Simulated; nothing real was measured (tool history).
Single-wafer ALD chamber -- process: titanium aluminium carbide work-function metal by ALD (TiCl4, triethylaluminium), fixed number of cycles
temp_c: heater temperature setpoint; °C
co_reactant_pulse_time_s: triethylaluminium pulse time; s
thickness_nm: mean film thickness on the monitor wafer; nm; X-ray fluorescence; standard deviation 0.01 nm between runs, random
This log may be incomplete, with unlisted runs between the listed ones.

run 1 day=0.000 | temp_c=315 co_reactant_pulse_time_s=10.94 | thickness_nm=2.0308
run 2 day=0.242 | temp_c=305 co_reactant_pulse_time_s=10.94 | thickness_nm=1.9428
run 3 day=0.279 | temp_c=304 co_reactant_pulse_time_s=10.78 | thickness_nm=1.9332
run 4 day=0.612 | temp_c=304 co_reactant_pulse_time_s=8.66 | thickness_nm=1.8859
run 5 day=0.925 | temp_c=304 co_reactant_pulse_time_s=9.94 | thickness_nm=1.9182
run 6 day=1.283 | temp_c=303 co_reactant_pulse_time_s=9.81 | thickness_nm=1.8904
run 7 day=1.479 | temp_c=302 co_reactant_pulse_time_s=9.75 | thickness_nm=1.8786

Run 8 is up next; what results do you expect?
run 8 day=1.792 | temp_c=302 co_reactant_pulse_time_s=9.75 | thickness_nm=?

{"run 8": {"thickness_nm": 1.9047}}

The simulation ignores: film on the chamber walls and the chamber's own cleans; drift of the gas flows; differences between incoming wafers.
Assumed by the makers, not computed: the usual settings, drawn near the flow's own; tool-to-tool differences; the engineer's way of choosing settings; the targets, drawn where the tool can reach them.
